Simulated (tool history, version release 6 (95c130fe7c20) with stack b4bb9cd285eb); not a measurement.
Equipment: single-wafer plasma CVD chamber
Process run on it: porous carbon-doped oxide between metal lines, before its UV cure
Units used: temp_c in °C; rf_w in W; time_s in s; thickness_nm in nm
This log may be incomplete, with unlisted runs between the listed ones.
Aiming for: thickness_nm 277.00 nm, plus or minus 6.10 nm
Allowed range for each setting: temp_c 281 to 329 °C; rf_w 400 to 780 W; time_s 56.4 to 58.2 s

run	hour	temp_c	rf_w	time_s	thickness_nm
1	0.0	305	590	56.4	322.50
2	8.0	307	585	56.4	318.25
3	10.9	309	580	56.4	314.09
4	19.2	300	580	56.4	333.31
5	20.7	303	575	56.4	324.69
6	24.6	303	575	58.2	334.42
7	26.2	306	570	58.2	328.26
8	30.7	308	565	58.2	320.02
9	38.8	310	560	58.2	314.25
10	44.0	312	555	58.2	309.40
11	46.1	314	550	58.2	304.82
12	47.9	315	545	58.2	300.66
13	52.4	315	545	58.2	302.23
14	59.8	316	540	58.2	299.11
15	61.1	317	540	58.2	295.01

5 next moves are on the table. One of them brings every result within its allowed miss. Which?
A	62.4	314	500	56.4	?
B	62.4	323	595	58.2	?
C	62.4	306	575	58.2	?
D	62.4	308	535	57.6	?
E	62.4	311	605	58.2	?

move	thickness_nm
A	277.69
B	301.72
C	326.87
D	306.11
E	326.69
A: meets every target
B: the biggest miss grows against the last run
C: the biggest miss grows against the last run
D: the biggest miss grows against the last run
E: the biggest miss grows against the last run
A is the move that brings every result within its allowed miss.
